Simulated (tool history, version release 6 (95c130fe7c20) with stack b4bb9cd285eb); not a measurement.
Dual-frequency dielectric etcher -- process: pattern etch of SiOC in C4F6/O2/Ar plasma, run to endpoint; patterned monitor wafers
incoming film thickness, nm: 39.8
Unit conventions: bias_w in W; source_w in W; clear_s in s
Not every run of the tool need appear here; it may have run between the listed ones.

run  hour  bias_w  source_w  clear_s
  1     0     337       450   14.926
  2     1     353       460   14.546
  3   7.3     312       460   15.176
  4   8.3     331       470   14.742
  5    17     347       480   14.427
  6  23.8     298       480   14.871
  7  24.6     313       490   14.627
  8  27.2     328       500   14.364
  9  28.8     342       510    13.83
 10  29.9     351       510   13.833
 11  34.3     360       510   13.541

Expected results for the next run?
 12  42.3     366       510        ?

clear_s: 13.547 s
